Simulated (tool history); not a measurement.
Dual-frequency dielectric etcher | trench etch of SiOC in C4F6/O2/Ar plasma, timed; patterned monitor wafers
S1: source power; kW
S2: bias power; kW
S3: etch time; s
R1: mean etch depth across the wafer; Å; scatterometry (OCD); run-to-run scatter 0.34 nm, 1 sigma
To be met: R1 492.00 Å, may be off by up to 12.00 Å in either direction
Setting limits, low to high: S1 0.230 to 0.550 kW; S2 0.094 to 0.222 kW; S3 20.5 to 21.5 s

| run | hour | S1 | S2 | S3 | R1 |
|---|---|---|---|---|---|
| 1 | 0.0 | 0.390 | 0.158 | 20.5 | 433.87 |
| 2 | 0.7 | 0.390 | 0.131 | 20.5 | 397.79 |
| 3 | 3.8 | 0.420 | 0.137 | 20.5 | 410.49 |
| 4 | 12.8 | 0.430 | 0.147 | 20.5 | 436.78 |
| 5 | 13.6 | 0.500 | 0.147 | 20.5 | 461.79 |
| 6 | 14.3 | 0.500 | 0.123 | 20.5 | 427.43 |
| 7 | 20.2 | 0.510 | 0.130 | 20.5 | 439.72 |
| 8 | 22.5 | 0.550 | 0.161 | 21.0 | 517.38 |
|  | 29.7 | source power generator calibrated |
| 9 | 29.7 | 0.540 | 0.160 | 21.0 | 506.32 |

Which single option among these 4 for the next run brings every result within its allowed miss of target? Just one does.
| A | 36.9 | 0.550 | 0.139 | 21.5 | ? |
| B | 36.9 | 0.550 | 0.164 | 21.0 | ? |
| C | 36.9 | 0.550 | 0.155 | 21.5 | ? |
| D | 36.9 | 0.550 | 0.166 | 21.0 | ? |

| move | R1 |
|---|---|
| A | 486.27 |
| B | 514.59 |
| C | 512.81 |
| D | 517.57 |
A: meets every target
B: misses by more than the last run did
C: misses by more than the last run did
D: misses by more than the last run did
A meets every target.
